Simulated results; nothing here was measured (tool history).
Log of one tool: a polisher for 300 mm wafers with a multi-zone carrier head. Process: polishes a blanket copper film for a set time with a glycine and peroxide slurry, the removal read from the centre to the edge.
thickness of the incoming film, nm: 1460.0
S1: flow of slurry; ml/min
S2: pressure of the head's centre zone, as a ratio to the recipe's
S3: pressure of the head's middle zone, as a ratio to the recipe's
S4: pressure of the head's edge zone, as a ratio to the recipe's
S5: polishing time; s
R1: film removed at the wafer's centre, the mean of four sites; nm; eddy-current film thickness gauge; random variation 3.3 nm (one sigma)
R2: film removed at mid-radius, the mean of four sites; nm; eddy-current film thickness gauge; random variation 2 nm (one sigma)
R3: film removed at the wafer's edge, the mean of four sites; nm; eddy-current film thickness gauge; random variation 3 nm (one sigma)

run 1 hour=0 | S1=225 S2=1 S3=1 S4=1 S5=33 | R1=170.4 R2=171.19 R3=165.48
run 2 hour=5.1 | S1=260 S2=1 S3=1 S4=1 S5=33 | R1=175.41 R2=172.43 R3=163.66
run 3 hour=13.6 | S1=260 S2=1.02 S3=1.01 S4=1.01 S5=34 | R1=183.44 R2=179.39 R3=176.19
run 4 hour=20.5 | S1=265 S2=1.04 S3=1.03 S4=0.99 S5=35 | R1=193.46 R2=185.08 R3=177.65
run 5 hour=25.1 | S1=270 S2=1.05 S3=1.05 S4=0.99 S5=36 | R1=197.19 R2=195.67 R3=185.72
run 6 hour=26.7 | S1=270 S2=1.1 S3=1.05 S4=0.99 S5=36 | R1=208.8 R2=196.44 R3=183
run 7 hour=33.8 | S1=275 S2=1.11 S3=1.06 S4=0.99 S5=37 | R1=221.71 R2=203.84 R3=186.16
run 8 hour=35.4 | S1=275 S2=1.11 S3=1.06 S4=0.99 S5=37 | R1=219.27 R2=205.03 R3=186.58

Run 9 comes next. What will it give?
run 9 hour=37.8 | S1=280 S2=1.12 S3=1.07 S4=1 S5=38 | R1=? R2=? R3=?

Run 9 gave R1 226.62 nm, R2 213.78 nm, R3 192.63 nm.
